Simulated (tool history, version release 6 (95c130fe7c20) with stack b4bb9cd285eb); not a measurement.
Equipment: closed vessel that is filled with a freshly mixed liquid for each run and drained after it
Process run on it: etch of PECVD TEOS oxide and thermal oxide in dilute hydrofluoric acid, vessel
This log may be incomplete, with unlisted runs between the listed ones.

| run | hour | temperature setpoint of the liquid (K) | parts of water to one part of 49 % hydrofluoric acid (parts by volume) | time in the liquid (s) | thickness taken off the PECVD TEOS oxide on a monitor wafer (nm) | thickness taken off the thermal oxide on a monitor wafer (nm) |
|---|---|---|---|---|---|---|
| 1 | 0.0 | 297.15 | 150 | 325 | 34.350 | 9.9101 |
| 2 | 7.1 | 295.65 | 170 | 325 | 28.035 | 8.2331 |
| 3 | 12.4 | 295.15 | 190 | 325 | 23.673 | 7.0063 |
| 4 | 17.7 | 295.15 | 235 | 325 | 18.328 | 5.4139 |
| 5 | 22.3 | 294.15 | 240 | 325 | 17.415 | 5.1916 |
| 6 | 28.7 | 294.15 | 240 | 450 | 24.108 | 7.0893 |
| 7 | 35.2 | 293.15 | 245 | 420 | 20.835 | 6.1630 |
| 8 | 36.5 | 292.65 | 250 | 400 | 19.298 | 5.5998 |
|  | 40.1 | thermometer replaced |
| 9 | 40.1 | 292.65 | 255 | 380 | 17.328 | 4.9623 |

Forecast run 10:
| 10 | 43.7 | 290.15 | 270 | 355 | ? | ? |

Run 10 came out at thickness taken off the PECVD TEOS oxide on a monitor wafer (nm) 13.464, thickness taken off the thermal oxide on a monitor wafer (nm) 3.8544.
